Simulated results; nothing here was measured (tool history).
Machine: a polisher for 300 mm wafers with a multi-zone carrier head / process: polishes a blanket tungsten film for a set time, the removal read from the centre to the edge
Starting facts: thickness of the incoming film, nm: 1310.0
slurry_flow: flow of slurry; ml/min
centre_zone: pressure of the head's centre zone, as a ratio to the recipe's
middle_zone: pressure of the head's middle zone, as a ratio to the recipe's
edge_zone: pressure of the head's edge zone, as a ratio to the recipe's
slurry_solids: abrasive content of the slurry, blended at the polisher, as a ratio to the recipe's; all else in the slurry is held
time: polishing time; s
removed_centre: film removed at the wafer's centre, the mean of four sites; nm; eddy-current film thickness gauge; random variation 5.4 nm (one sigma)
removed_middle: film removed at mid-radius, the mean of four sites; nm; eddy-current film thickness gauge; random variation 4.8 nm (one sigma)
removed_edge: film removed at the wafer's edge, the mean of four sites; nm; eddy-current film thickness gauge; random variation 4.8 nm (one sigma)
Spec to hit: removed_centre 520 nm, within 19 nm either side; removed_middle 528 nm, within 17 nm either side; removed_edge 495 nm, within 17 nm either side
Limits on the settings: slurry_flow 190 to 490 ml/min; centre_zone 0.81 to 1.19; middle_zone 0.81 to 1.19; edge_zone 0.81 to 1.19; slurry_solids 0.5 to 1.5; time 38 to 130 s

run	hour	slurry_flow	centre_zone	middle_zone	edge_zone	slurry_solids	time	removed_centre	removed_middle	removed_edge
1	0	315	1	1	1	1	84	332.37	332.96	333.77
2	3.3	320	1.03	1.04	1.04	1.15	89	371.18	372.72	368.59
3	5.4	325	1.05	1.07	1.06	1.25	94	416.83	418.86	403.02
4	11.8	385	1.05	1.07	1.06	1.25	94	421.43	425.26	406.57
5	18.4	385	1.05	0.99	1.06	1.25	94	430.27	392.94	408.23
6	22.5	385	1.05	0.99	1.06	1.2	94	421.47	388.88	407.99
7	26	385	1.05	0.99	1.06	1.2	94	417.3	393.31	415.07
8	27.5	395	1.06	1.03	1.09	1.3	97	444.08	433.46	436.56

Which single option among these 4 for the next run brings every result within its allowed miss of target? Just one does.
A	29	310	1.02	1.03	1.07	1.4	118	?	?	?
B	29	455	1	1.03	1.12	1.35	116	?	?	?
C	29	430	1.05	1.09	1.05	1.4	110	?	?	?
D	29	400	0.94	0.95	1.19	1.45	114	?	?	?

move	removed_centre	removed_middle	removed_edge
A	508.45	520.4	526.92
B	502.77	523.31	537.91
C	503.65	523.64	497.06
D	467.99	485.12	552
A: the worst result of the last run now meets its target, but another is out of spec
B: the worst result of the last run now meets its target, but another is out of spec
C: all results land within tolerance of their targets
D: closes in on the targets versus the last run, not all within tolerance yet
The right move is C.
